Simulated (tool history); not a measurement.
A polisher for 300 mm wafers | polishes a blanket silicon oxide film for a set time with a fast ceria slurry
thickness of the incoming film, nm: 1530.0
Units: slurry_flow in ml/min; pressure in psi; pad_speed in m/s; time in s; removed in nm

run	hour	slurry_flow	pressure	pad_speed	time	removed
1	0.0	250	2.4	0.76	34	345.36
2	2.8	250	2.1	0.72	34	287.15
3	7.5	250	1.9	0.68	34	250.15
4	9.4	250	1.9	0.68	34	259.48
5	12.1	250	1.7	0.64	34	215.12
6	17.8	250	1.6	0.62	34	199.90

Forecast run 7:
7	21.6	250	1.5	0.62	34	?

Run 7 gave removed 190.75 nm.
